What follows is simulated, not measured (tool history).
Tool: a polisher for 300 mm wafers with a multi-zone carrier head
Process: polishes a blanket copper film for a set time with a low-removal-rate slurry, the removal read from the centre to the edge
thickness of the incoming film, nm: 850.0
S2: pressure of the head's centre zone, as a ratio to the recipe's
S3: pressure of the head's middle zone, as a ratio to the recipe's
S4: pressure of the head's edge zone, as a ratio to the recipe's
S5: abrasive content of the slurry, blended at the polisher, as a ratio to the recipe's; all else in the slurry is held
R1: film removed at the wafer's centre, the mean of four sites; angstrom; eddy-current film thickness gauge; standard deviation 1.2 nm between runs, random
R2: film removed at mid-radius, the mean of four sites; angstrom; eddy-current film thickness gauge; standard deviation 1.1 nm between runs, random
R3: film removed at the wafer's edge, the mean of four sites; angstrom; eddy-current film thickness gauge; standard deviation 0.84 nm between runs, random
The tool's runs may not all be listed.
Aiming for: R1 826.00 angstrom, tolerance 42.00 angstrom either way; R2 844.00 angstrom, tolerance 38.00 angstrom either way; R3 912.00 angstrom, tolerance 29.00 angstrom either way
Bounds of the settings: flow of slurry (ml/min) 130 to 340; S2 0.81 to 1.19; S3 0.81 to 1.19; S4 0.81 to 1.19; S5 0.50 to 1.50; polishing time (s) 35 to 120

Run 1, hour 0.0: flow of slurry (ml/min) 220, S2 1.00, S3 1.00, S4 1.00, S5 1.00, polishing time (s) 77. Result: R1 1039.70 angstrom, R2 1049.50 angstrom, R3 1050.20 angstrom.
Run 2, hour 1.1: flow of slurry (ml/min) 220, S2 1.05, S3 1.00, S4 1.00, S5 1.00, polishing time (s) 77. Result: R1 1118.80 angstrom, R2 1026.60 angstrom, R3 1047.60 angstrom.
Run 3, hour 6.0: flow of slurry (ml/min) 220, S2 1.05, S3 1.00, S4 1.00, S5 1.15, polishing time (s) 77. Result: R1 1151.00 angstrom, R2 1080.50 angstrom, R3 1085.20 angstrom.
Run 4, hour 8.3: flow of slurry (ml/min) 215, S2 1.02, S3 0.97, S4 0.98, S5 1.05, polishing time (s) 76. Result: R1 1058.20 angstrom, R2 983.05 angstrom, R3 1041.20 angstrom.
Run 5, hour 13.5: flow of slurry (ml/min) 210, S2 1.00, S3 0.97, S4 0.96, S5 1.00, polishing time (s) 75. Result: R1 1054.20 angstrom, R2 976.64 angstrom, R3 996.70 angstrom.
Run 6, hour 17.6: flow of slurry (ml/min) 210, S2 1.00, S3 0.97, S4 0.96, S5 0.90, polishing time (s) 75. Result: R1 987.87 angstrom, R2 931.47 angstrom, R3 995.31 angstrom.
Run 7, hour 20.7: flow of slurry (ml/min) 210, S2 0.98, S3 0.97, S4 0.95, S5 0.85, polishing time (s) 74. Result: R1 951.30 angstrom, R2 940.02 angstrom, R3 937.75 angstrom.
Run 8, hour 27.8: flow of slurry (ml/min) 205, S2 0.96, S3 0.95, S4 0.96, S5 0.80, polishing time (s) 74. Result: R1 935.30 angstrom, R2 898.35 angstrom, R3 931.17 angstrom.
Run 9, hour 33.6: flow of slurry (ml/min) 200, S2 0.93, S3 0.94, S4 0.97, S5 0.80, polishing time (s) 74. Result: R1 898.03 angstrom, R2 890.13 angstrom, R3 945.73 angstrom.
Run 10, hour 37.0: flow of slurry (ml/min) 200, S2 0.93, S3 0.94, S4 0.97, S5 0.80, polishing time (s) 74. Result: R1 877.10 angstrom, R2 873.60 angstrom, R3 934.78 angstrom.

Next run, 4 choices. One meets every target within its allowed miss, the rest don't. Which?
Run A, hour 40.4: flow of slurry (ml/min) 220, S2 0.95, S3 1.01, S4 0.90, S5 0.80, polishing time (s) 74. Result: R1 ?, R2 ?, R3 ?.
Run B, hour 40.4: flow of slurry (ml/min) 180, S2 1.04, S3 0.82, S4 0.99, S5 0.90, polishing time (s) 70. Result: R1 ?, R2 ?, R3 ?.
Run C, hour 40.4: flow of slurry (ml/min) 140, S2 0.92, S3 0.95, S4 1.00, S5 1.00, polishing time (s) 71. Result: R1 ?, R2 ?, R3 ?.
Run D, hour 40.4: flow of slurry (ml/min) 200, S2 0.82, S3 1.07, S4 1.00, S5 0.95, polishing time (s) 68. Result: R1 ?, R2 ?, R3 ?.

move      R1      R2      R3
   A  930.14  938.96  932.94
   B  957.05  744.71  926.92
   C  834.96  834.88  934.07
   D  755.85  931.09  923.98
A: moves away from the targets compared with the last run
B: moves away from the targets compared with the last run
C: all results land within tolerance of their targets
D: pushes the last run's worst result past its target
C is the move that brings every result within its allowed miss.

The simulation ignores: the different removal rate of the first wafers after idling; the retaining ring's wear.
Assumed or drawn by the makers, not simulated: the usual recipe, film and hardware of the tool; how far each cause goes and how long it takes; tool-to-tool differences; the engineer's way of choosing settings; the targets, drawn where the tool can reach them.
